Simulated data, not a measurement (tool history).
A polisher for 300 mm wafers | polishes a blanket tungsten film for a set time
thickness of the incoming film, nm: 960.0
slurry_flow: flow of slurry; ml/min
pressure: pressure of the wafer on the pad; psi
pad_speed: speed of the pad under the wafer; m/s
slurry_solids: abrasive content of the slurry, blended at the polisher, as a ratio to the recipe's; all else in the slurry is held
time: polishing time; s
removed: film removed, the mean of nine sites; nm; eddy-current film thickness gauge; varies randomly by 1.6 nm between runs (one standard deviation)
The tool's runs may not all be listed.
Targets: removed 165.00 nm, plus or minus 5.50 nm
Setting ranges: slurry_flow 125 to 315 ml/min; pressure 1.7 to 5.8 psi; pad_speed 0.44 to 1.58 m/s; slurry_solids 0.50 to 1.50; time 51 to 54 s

run,hour,slurry_flow,pressure,pad_speed,slurry_solids,time,removed
1,0.0,205,3.7,1.00,1.00,51,227.59
2,0.8,205,3.7,1.00,0.80,51,214.37
3,5.0,205,3.5,1.00,0.80,51,203.33
4,12.5,205,3.3,1.00,0.80,51,193.74
5,16.7,205,3.3,1.00,0.80,54,207.21
6,20.5,205,3.3,1.00,0.95,54,217.16
7,26.1,205,3.3,1.00,0.95,54,218.67
8,32.4,205,3.0,1.00,0.95,54,207.28
9,37.0,195,2.0,0.98,0.95,54,157.12

Next run, 4 choices. One meets every target within its allowed miss, the rest don't. Which?
A,41.6,150,3.7,0.78,0.75,54,?
B,41.6,180,2.2,1.08,0.85,54,?
C,41.6,180,2.1,0.94,0.95,54,?
D,41.6,220,2.4,1.02,0.90,54,?

move,removed
A,166.35
B,175.46
C,154.73
D,183.34
A: hits every target within its allowed miss
B: takes the result that was furthest off past its target
C: the biggest miss grows against the last run
D: takes the result that was furthest off past its target
A meets every target.
